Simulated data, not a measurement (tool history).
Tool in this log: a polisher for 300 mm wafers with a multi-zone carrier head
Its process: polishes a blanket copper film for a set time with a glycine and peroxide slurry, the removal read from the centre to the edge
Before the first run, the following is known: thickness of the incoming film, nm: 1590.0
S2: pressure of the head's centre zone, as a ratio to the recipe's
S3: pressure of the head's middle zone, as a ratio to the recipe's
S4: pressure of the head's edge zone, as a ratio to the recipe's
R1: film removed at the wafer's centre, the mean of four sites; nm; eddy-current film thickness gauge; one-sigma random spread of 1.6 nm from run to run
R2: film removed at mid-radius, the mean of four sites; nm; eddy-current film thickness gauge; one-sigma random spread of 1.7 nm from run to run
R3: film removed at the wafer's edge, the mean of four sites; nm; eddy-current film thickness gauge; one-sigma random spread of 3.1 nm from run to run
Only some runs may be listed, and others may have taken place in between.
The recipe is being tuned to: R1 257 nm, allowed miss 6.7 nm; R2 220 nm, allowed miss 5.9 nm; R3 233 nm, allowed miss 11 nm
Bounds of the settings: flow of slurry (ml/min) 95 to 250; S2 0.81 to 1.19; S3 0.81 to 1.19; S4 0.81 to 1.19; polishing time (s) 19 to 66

{"run": 1, "hour": 0.0, "flow of slurry (ml/min)": 160, "S2": 1, "S3": 1, "S4": 1, "polishing time (s)": 42, "R1": 300.59, "R2": 312.85, "R3": 307.38}
{"run": 2, "hour": 7.2, "flow of slurry (ml/min)": 155, "S2": 1.01, "S3": 0.98, "S4": 0.98, "polishing time (s)": 41, "R1": 295.3, "R2": 297.91, "R3": 293.6}
{"run": 3, "hour": 14.6, "flow of slurry (ml/min)": 150, "S2": 1.01, "S3": 0.96, "S4": 0.96, "polishing time (s)": 40, "R1": 284.44, "R2": 281.88, "R3": 278.81}
{"run": 4, "hour": 20.3, "flow of slurry (ml/min)": 145, "S2": 1.01, "S3": 0.94, "S4": 0.95, "polishing time (s)": 40, "R1": 280.99, "R2": 272.61, "R3": 278.47}
{"run": 5, "hour": 23.3, "flow of slurry (ml/min)": 145, "S2": 1.01, "S3": 0.87, "S4": 0.95, "polishing time (s)": 40, "R1": 281.25, "R2": 258.18, "R3": 273.28}
{"run": 6, "hour": 25.5, "flow of slurry (ml/min)": 145, "S2": 1.01, "S3": 0.87, "S4": 0.95, "polishing time (s)": 36, "R1": 252.93, "R2": 233.64, "R3": 252.07}
{"run": 7, "hour": 26.1, "flow of slurry (ml/min)": 145, "S2": 1.02, "S3": 0.87, "S4": 0.94, "polishing time (s)": 36, "R1": 255.54, "R2": 230.81, "R3": 251.48}
{"run": 8, "hour": 28.5, "flow of slurry (ml/min)": 145, "S2": 1.02, "S3": 0.87, "S4": 0.92, "polishing time (s)": 36, "R1": 256.84, "R2": 232.55, "R3": 244.19}

Exercise: of the 5 proposed moves below, exactly one satisfies all targets within the stated allowed misses. Which move is it?
{"run": "A", "hour": 30.9, "flow of slurry (ml/min)": 175, "S2": 1.05, "S3": 1.04, "S4": 0.81, "polishing time (s)": 33, "R1": "?", "R2": "?", "R3": "?"}
{"run": "B", "hour": 30.9, "flow of slurry (ml/min)": 160, "S2": 1.05, "S3": 0.85, "S4": 0.88, "polishing time (s)": 34, "R1": "?", "R2": "?", "R3": "?"}
{"run": "C", "hour": 30.9, "flow of slurry (ml/min)": 110, "S2": 1.04, "S3": 0.9, "S4": 0.81, "polishing time (s)": 40, "R1": "?", "R2": "?", "R3": "?"}
{"run": "D", "hour": 30.9, "flow of slurry (ml/min)": 155, "S2": 1, "S3": 0.93, "S4": 0.88, "polishing time (s)": 36, "R1": "?", "R2": "?", "R3": "?"}
{"run": "E", "hour": 30.9, "flow of slurry (ml/min)": 175, "S2": 1.08, "S3": 0.99, "S4": 0.81, "polishing time (s)": 33, "R1": "?", "R2": "?", "R3": "?"}

move=A R1=253.14 R2=253.34 R3=220.05
move=B R1=255.58 R2=216.83 R3=231.77
move=C R1=267.94 R2=243.71 R3=247.21
move=D R1=255.93 R2=245.83 R3=244.01
move=E R1=260.33 R2=242.96 R3=220.19
A: misses by more than the last run did
B: all results in spec
C: misses by more than the last run did
D: misses by more than the last run did
E: misses by more than the last run did
Go with B: it meets all targets.

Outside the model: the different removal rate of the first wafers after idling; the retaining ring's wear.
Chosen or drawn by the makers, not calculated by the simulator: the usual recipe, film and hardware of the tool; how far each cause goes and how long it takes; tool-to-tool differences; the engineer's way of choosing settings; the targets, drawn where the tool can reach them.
